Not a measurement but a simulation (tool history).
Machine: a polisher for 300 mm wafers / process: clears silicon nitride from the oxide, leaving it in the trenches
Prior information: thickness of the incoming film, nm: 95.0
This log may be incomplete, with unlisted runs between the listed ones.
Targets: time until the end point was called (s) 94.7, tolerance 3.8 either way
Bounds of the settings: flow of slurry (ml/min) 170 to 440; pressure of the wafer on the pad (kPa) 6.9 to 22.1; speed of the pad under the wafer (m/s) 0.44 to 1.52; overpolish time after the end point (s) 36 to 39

run,hour,flow of slurry (ml/min),pressure of the wafer on the pad (kPa),speed of the pad under the wafer (m/s),overpolish time after the end point (s),time until the end point was called (s)
1,0,280,14.5,0.98,36,135.34
2,4,230,14.5,0.98,36,137.26
3,10,230,14.5,0.98,39,138.11
4,14.7,260,14.5,0.98,39,136.22
5,19.9,200,14.5,0.98,39,140.25
6,25.3,205,15.9,0.98,39,129.94
7,31.3,210,17.2,0.98,39,118.34
8,40,215,18.6,0.98,39,114.1
9,43.5,215,19.3,1,39,108.43
10,44.1,215,20,1,39,105.4
11,44.8,215,20.7,1,39,103.86
12,53.4,215,21.4,1.02,39,99.512

Of the 5 settings listed for the next run, only one would bring every result within its allowed miss of target. Which one?
A,62,225,22.1,1.1,38,?
B,62,215,22.1,1.02,39,?
C,62,170,22.1,1.18,39,?
D,62,305,22.1,1.12,36,?
E,62,230,22.1,1.16,37,?

move,time until the end point was called (s)
A,89.303
B,96.384
C,84.923
D,86.116
E,84.683
A: carries the result that was furthest off beyond its target, to the other side
B: every result lands within tolerance
C: carries the result that was furthest off beyond its target, to the other side
D: carries the result that was furthest off beyond its target, to the other side
E: carries the result that was furthest off beyond its target, to the other side
The right move is B.

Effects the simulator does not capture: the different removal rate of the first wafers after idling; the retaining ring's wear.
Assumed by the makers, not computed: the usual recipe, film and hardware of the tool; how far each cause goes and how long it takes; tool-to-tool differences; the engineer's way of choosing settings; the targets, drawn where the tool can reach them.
